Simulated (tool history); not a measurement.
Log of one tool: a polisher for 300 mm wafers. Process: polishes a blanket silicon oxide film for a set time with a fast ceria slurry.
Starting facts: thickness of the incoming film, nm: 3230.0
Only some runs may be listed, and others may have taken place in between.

| run | hour | flow of slurry (ml/min) | pressure of the wafer on the pad (psi) | speed of the pad under the wafer (m/s) | polishing time (s) | film removed (nm) |
|---|---|---|---|---|---|---|
| 1 | 0 | 195 | 3.4 | 1.28 | 66 | 1603 |
| 2 | 1.3 | 200 | 3.7 | 1.32 | 66 | 1794.5 |
| 3 | 2.7 | 225 | 3.7 | 1.32 | 66 | 1830.4 |
| 4 | 11.1 | 225 | 3.7 | 1.44 | 66 | 1994.4 |
| 5 | 15 | 225 | 3.9 | 1.46 | 66 | 2129.3 |
| 6 | 21.8 | 225 | 4.1 | 1.48 | 66 | 2256.6 |
| 7 | 23.7 | 230 | 4.3 | 1.5 | 66 | 2387.7 |
| 8 | 30.1 | 230 | 5.3 | 1.64 | 66 | 3218.9 |

Estimate the outcome of run 9 from the log above:
| 9 | 36.3 | 235 | 5.3 | 1.64 | 66 | ? |

{"run 9": {"film removed (nm)": 3163}}
